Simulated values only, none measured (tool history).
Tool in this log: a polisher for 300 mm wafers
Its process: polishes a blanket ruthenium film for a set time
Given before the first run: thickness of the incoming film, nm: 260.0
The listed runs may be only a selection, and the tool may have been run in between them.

| run | hour | flow of slurry (ml/min) | pressure of the wafer on the pad (psi) | speed of the pad under the wafer (cm/s) | polishing time (s) | film removed (nm) |
|---|---|---|---|---|---|---|
| 1 | 0.0 | 145 | 1.5 | 120 | 46 | 54.026 |
| 2 | 7.4 | 145 | 1.4 | 118 | 46 | 50.077 |
| 3 | 14.4 | 145 | 1.7 | 118 | 46 | 56.825 |
| 4 | 22.4 | 145 | 1.7 | 140 | 46 | 65.808 |
| 5 | 30.4 | 120 | 1.7 | 140 | 46 | 63.636 |
| 6 | 37.3 | 120 | 1.5 | 136 | 46 | 58.109 |
| 7 | 45.4 | 120 | 1.3 | 132 | 46 | 52.038 |

Run 8, settings as shown, results not yet in. Your forecast:
| 8 | 49.4 | 120 | 1.2 | 130 | 46 | ? |

{"run 8": {"film removed (nm)": 49.06}}
